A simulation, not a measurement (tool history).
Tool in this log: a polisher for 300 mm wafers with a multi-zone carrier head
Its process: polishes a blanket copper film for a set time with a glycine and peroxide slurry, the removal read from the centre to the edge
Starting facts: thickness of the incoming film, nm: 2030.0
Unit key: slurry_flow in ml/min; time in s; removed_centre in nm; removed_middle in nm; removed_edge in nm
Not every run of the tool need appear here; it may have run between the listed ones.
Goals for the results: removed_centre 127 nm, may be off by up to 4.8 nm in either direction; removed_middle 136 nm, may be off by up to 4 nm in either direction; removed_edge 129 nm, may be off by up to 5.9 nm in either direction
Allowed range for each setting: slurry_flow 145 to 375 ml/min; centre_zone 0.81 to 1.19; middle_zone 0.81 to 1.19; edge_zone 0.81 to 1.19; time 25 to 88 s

run,day,slurry_flow,centre_zone,middle_zone,edge_zone,time,removed_centre,removed_middle,removed_edge
1,0,240,1,1,1,56,243.25,251.05,236.84
2,0.1,235,0.97,0.97,0.96,47,193.68,204.45,197.68
3,0.383,235,0.97,0.96,0.92,40,163.9,173.1,165.09
4,0.538,175,0.97,0.96,0.92,40,162.18,164.49,161.8
5,0.675,175,0.97,0.93,0.92,40,160.59,165.15,161.44
6,0.992,175,0.97,0.93,0.92,51,202.93,206.42,205.71
7,1.283,175,0.96,0.94,0.9,44,171.6,180.01,175.61
8,1.471,175,0.96,0.94,0.88,40,159.12,162.19,158.31
9,1.704,175,0.95,0.95,0.87,37,142.23,152.52,145.75
10,1.979,170,0.95,0.94,0.85,36,136.91,146.55,143.27
11,2.008,170,0.96,0.95,0.84,35,138.93,144.61,136.02

Exercise: of the 5 proposed moves below, exactly one satisfies all targets within the stated allowed misses. Which move is it?
A,2.038,230,0.96,1.01,0.83,33,?,?,?
B,2.038,145,1.18,0.9,0.81,34,?,?,?
C,2.038,175,0.93,0.91,0.81,37,?,?,?
D,2.038,215,0.9,1.03,0.81,35,?,?,?
E,2.038,205,0.96,0.97,0.89,32,?,?,?

move,removed_centre,removed_middle,removed_edge
A,136.18,148.83,131.3
B,160.9,132.96,128.27
C,142.04,149.97,142.31
D,134.1,158.77,137.12
E,129.92,138.33,129.46
A: the biggest miss grows against the last run
B: the biggest miss grows against the last run
C: the biggest miss grows against the last run
D: the biggest miss grows against the last run
E: all results land within tolerance of their targets
Correct choice: E, which meets every target
